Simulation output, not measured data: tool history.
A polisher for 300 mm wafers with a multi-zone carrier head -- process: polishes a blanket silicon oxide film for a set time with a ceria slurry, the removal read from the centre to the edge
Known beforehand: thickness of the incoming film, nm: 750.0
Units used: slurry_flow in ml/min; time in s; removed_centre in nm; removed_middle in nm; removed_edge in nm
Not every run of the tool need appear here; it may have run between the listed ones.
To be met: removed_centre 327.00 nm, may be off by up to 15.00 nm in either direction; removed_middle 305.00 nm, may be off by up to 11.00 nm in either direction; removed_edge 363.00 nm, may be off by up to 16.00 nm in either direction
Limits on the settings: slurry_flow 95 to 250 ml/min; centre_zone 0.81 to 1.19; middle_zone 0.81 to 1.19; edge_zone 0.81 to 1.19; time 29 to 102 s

run    day  slurry_flow  centre_zone  middle_zone  edge_zone  time  removed_centre  removed_middle  removed_edge
  1  0.000          160         1.00         1.00       1.00    65          244.52          247.83        257.87
  2  0.283          160         1.06         1.00       1.00    65          257.71          251.77        258.91
  3  0.550          160         1.06         1.00       1.00    53          207.76          203.86        211.68
  4  0.921          160         1.06         1.06       1.00    53          208.98          214.10        211.92
  5  1.000          165         1.05         1.03       1.05    60          243.41          240.08        256.39
  6  1.133          165         1.11         1.03       1.05    60          248.22          238.90        250.59
  7  1.296          175         1.11         1.03       1.09    63          271.88          253.55        269.24
  8  1.642          170         1.09         1.02       1.12    67          284.78          266.27        290.88
  9  1.879          175         1.06         1.01       1.14    70          288.80          270.71        314.32
     2.054  -- edge zone pressure recalibrated
 10  2.054          215         1.07         1.04       1.19    76          334.04          311.08        331.75
 11  2.338          205         1.06         1.03       1.19    77          323.21          312.28        337.79
 12  2.488          205         1.06         1.03       1.19    77          327.14          315.32        337.46
 13  2.642          195         1.06         1.02       1.19    78          326.71          316.62        333.43
 14  2.758          200         1.03         0.98       1.19    80          318.43          309.33        353.72
 15  2.796          200         1.03         0.98       1.19    80          326.63          312.69        354.40

5 candidate next runs follow, results not yet known. Just one meets every target within its allowed miss. Identify it.
  A  2.833          175         1.04         0.95       1.11    89               ?               ?             ?
  B  2.833          210         1.02         1.04       1.18    80               ?               ?             ?
  C  2.833          160         1.00         0.91       1.19    85               ?               ?             ?
  D  2.833          210         1.06         0.97       1.16    78               ?               ?             ?
  E  2.833          150         1.00         1.04       1.16    85               ?               ?             ?

move  removed_centre  removed_middle  removed_edge
   A          356.24          334.54        357.58
   B          325.59          333.98        338.39
   C          323.46          303.28        350.03
   D          327.46          306.98        327.32
   E          319.16          335.03        341.64
A: the biggest miss grows against the last run
B: the biggest miss grows against the last run
C: every result within its allowed miss
D: meets the target for the result that was furthest off, but another lies outside its allowed miss
E: the biggest miss grows against the last run
The move that meets every target is C.
